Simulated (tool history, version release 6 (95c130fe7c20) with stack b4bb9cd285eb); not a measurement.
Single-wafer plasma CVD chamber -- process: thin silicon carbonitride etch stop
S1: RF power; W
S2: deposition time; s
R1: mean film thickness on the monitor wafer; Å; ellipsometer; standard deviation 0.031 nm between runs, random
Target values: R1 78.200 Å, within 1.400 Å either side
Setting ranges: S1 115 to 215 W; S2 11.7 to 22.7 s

run 1 day=0.000 | S1=165 S2=17.2 | R1=98.792
run 2 day=0.112 | S1=180 S2=17.2 | R1=101.300
run 3 day=0.292 | S1=180 S2=19.7 | R1=115.660
run 4 day=0.579 | S1=175 S2=18.8 | R1=110.280
run 5 day=0.854 | S1=195 S2=18.8 | R1=113.600
run 6 day=1.058 | S1=175 S2=18.8 | R1=110.130
run 7 day=1.321 | S1=170 S2=18.0 | R1=104.840
run 8 day=1.483 | S1=165 S2=17.3 | R1=99.726
run 9 day=1.800 | S1=160 S2=16.7 | R1=95.615
run 10 day=1.892 | S1=155 S2=16.3 | R1=92.910
run 11 day=1.996 | S1=155 S2=16.3 | R1=92.279
run 12 day=2.275 | S1=150 S2=16.0 | R1=90.624
run 13 day=2.558 | S1=145 S2=15.7 | R1=87.544
run 14 day=2.912 | S1=140 S2=15.5 | R1=85.993
run 15 day=3.217 | S1=135 S2=15.3 | R1=84.193
run 16 day=3.404 | S1=120 S2=14.3 | R1=76.354

Of the 5 settings listed for the next run, only one would bring every result within its allowed miss of target. Which one?
run A day=3.592 | S1=130 S2=13.8 | R1=?
run B day=3.592 | S1=115 S2=14.8 | R1=?
run C day=3.592 | S1=115 S2=14.0 | R1=?
run D day=3.592 | S1=145 S2=13.4 | R1=?
run E day=3.592 | S1=135 S2=13.4 | R1=?

move=A R1=75.140
move=B R1=78.277
move=C R1=74.046
move=D R1=74.921
move=E R1=73.629
A: further off than the last run
B: in spec on every target
C: further off than the last run
D: further off than the last run
E: further off than the last run
Go with B: it meets all targets.

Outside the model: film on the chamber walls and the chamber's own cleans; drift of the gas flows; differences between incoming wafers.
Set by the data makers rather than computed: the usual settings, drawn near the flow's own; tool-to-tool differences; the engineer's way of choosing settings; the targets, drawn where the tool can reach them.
